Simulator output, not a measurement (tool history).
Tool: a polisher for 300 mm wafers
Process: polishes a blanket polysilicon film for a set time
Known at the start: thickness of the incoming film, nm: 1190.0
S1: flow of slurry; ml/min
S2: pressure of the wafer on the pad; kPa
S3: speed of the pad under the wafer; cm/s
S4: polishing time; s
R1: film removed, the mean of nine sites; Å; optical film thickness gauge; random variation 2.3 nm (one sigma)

| run | hour | S1 | S2 | S3 | S4 | R1 |
|---|---|---|---|---|---|---|
| 1 | 0.0 | 160 | 21.4 | 120 | 22 | 2372.8 |
| 2 | 8.1 | 180 | 21.4 | 120 | 22 | 2455.3 |
| 3 | 12.6 | 210 | 21.4 | 120 | 22 | 2448.5 |
| 4 | 20.9 | 180 | 21.4 | 120 | 22 | 2419.4 |
| 5 | 25.3 | 150 | 21.4 | 120 | 22 | 2390.4 |
| 6 | 33.3 | 150 | 20.7 | 120 | 22 | 2293.0 |
| 7 | 35.1 | 150 | 20.0 | 120 | 22 | 2242.3 |
| 8 | 39.5 | 150 | 19.3 | 120 | 22 | 2141.7 |
| 9 | 47.5 | 150 | 18.6 | 120 | 22 | 2042.6 |

Forecast run 10:
| 10 | 51.1 | 150 | 17.9 | 120 | 22 | ? |

Run 10 gave R1 1987.2 Å.
